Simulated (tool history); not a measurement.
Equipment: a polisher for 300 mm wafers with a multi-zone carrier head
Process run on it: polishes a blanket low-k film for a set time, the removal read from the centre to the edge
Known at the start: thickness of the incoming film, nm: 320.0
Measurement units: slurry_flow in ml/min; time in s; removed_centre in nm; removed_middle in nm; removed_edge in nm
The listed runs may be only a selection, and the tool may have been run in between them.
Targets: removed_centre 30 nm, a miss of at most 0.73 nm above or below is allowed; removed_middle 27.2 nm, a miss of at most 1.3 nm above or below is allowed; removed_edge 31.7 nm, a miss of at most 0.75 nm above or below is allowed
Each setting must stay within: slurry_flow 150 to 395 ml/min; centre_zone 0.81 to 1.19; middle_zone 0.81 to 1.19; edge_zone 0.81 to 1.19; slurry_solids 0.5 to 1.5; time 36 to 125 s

| run | day | slurry_flow | centre_zone | middle_zone | edge_zone | slurry_solids | time | removed_centre | removed_middle | removed_edge |
|---|---|---|---|---|---|---|---|---|---|---|
| 1 | 0 | 250 | 1 | 1 | 1 | 1 | 80 | 26.133 | 25.644 | 26.082 |
| 2 | 0.338 | 190 | 1 | 1 | 1 | 1 | 80 | 25.241 | 23.648 | 24.936 |
| 3 | 0.538 | 210 | 1.01 | 0.99 | 1.03 | 1 | 80 | 26.058 | 24.774 | 25.749 |
| 4 | 0.883 | 210 | 1.01 | 0.99 | 1.03 | 1 | 92 | 29.713 | 28.297 | 29.366 |
| 5 | 1.2 | 210 | 0.93 | 0.99 | 1.03 | 1 | 92 | 27.4 | 28.067 | 29.558 |
| 6 | 1.55 | 210 | 0.93 | 0.99 | 1.03 | 1 | 105 | 31.442 | 32.925 | 33.463 |
| 7 | 1.65 | 205 | 0.93 | 0.97 | 1.03 | 1 | 105 | 31.494 | 31.653 | 33.949 |
| 8 | 1.779 | 200 | 0.93 | 0.96 | 1.02 | 1 | 105 | 31.026 | 30.258 | 33.402 |
| 9 | 2.112 | 195 | 0.93 | 0.96 | 1.01 | 1 | 105 | 30.826 | 30.888 | 33.453 |
| 10 | 2.317 | 190 | 0.94 | 0.95 | 1 | 1 | 105 | 31.086 | 30.5 | 33.2 |
| 11 | 2.483 | 185 | 0.94 | 0.94 | 0.99 | 1 | 105 | 30.792 | 30.767 | 32.678 |

Which single option among these 4 for the next run brings every result within its allowed miss of target? Just one does.
| A | 2.65 | 250 | 0.88 | 1.01 | 1.14 | 1 | 96 | ? | ? | ? |
| B | 2.65 | 165 | 0.92 | 0.98 | 0.93 | 0.9 | 113 | ? | ? | ? |
| C | 2.65 | 195 | 0.86 | 1.07 | 0.81 | 0.8 | 125 | ? | ? | ? |
| D | 2.65 | 170 | 0.97 | 0.9 | 1.04 | 1 | 101 | ? | ? | ? |

| move | removed_centre | removed_middle | removed_edge |
|---|---|---|---|
| A | 27.518 | 30.351 | 32.517 |
| B | 29.811 | 30.942 | 31.435 |
| C | 30.1 | 35.791 | 31.549 |
| D | 29.749 | 27.309 | 31.28 |
A: misses by more than the last run did
B: neither nearer nor further off than the last run
C: misses by more than the last run did
D: every result within its allowed miss
Move D is the one to make.
